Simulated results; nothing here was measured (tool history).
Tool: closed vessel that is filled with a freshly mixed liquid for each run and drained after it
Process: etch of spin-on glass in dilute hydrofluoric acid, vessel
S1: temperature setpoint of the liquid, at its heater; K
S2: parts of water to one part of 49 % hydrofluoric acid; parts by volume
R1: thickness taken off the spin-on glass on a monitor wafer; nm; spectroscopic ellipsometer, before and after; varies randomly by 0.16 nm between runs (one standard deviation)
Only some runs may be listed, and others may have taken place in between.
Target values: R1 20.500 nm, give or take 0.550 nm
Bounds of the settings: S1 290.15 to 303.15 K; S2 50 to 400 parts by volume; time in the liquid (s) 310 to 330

{"run": 1, "hour": 0.0, "S1": 295.15, "S2": 225, "time in the liquid (s)": 310, "R1": 35.455}
{"run": 2, "hour": 4.0, "S1": 294.15, "S2": 240, "time in the liquid (s)": 310, "R1": 31.591}
{"run": 3, "hour": 9.7, "S1": 292.15, "S2": 240, "time in the liquid (s)": 310, "R1": 29.549}
{"run": 4, "hour": 16.0, "S1": 292.15, "S2": 240, "time in the liquid (s)": 330, "R1": 30.655}
{"run": 5, "hour": 18.4, "S1": 290.15, "S2": 240, "time in the liquid (s)": 330, "R1": 28.863}
{"run": 6, "hour": 23.4, "S1": 292.65, "S2": 240, "time in the liquid (s)": 330, "R1": 31.779}
{"run": 7, "hour": 24.2, "S1": 292.15, "S2": 255, "time in the liquid (s)": 330, "R1": 28.427}
{"run": 8, "hour": 26.3, "S1": 291.65, "S2": 265, "time in the liquid (s)": 330, "R1": 26.695}
{"run": 9, "hour": 28.0, "S1": 291.15, "S2": 275, "time in the liquid (s)": 330, "R1": 25.121}

5 candidate next runs follow, results not yet known. Just one meets every target within its allowed miss. Identify it.
{"run": "A", "hour": 29.7, "S1": 296.15, "S2": 260, "time in the liquid (s)": 310, "R1": "?"}
{"run": "B", "hour": 29.7, "S1": 293.65, "S2": 305, "time in the liquid (s)": 315, "R1": "?"}
{"run": "C", "hour": 29.7, "S1": 291.65, "S2": 235, "time in the liquid (s)": 330, "R1": "?"}
{"run": "D", "hour": 29.7, "S1": 296.15, "S2": 375, "time in the liquid (s)": 330, "R1": "?"}
{"run": "E", "hour": 29.7, "S1": 290.15, "S2": 285, "time in the liquid (s)": 315, "R1": "?"}

move=A R1=30.790
move=B R1=23.358
move=C R1=31.405
move=D R1=20.398
move=E R1=22.334
A: lands further from the targets than the last run did
B: moves toward the targets from the last run without getting all of them in spec
C: lands further from the targets than the last run did
D: each result inside its tolerance
E: moves toward the targets from the last run without getting all of them in spec
Correct choice: D, which meets every target
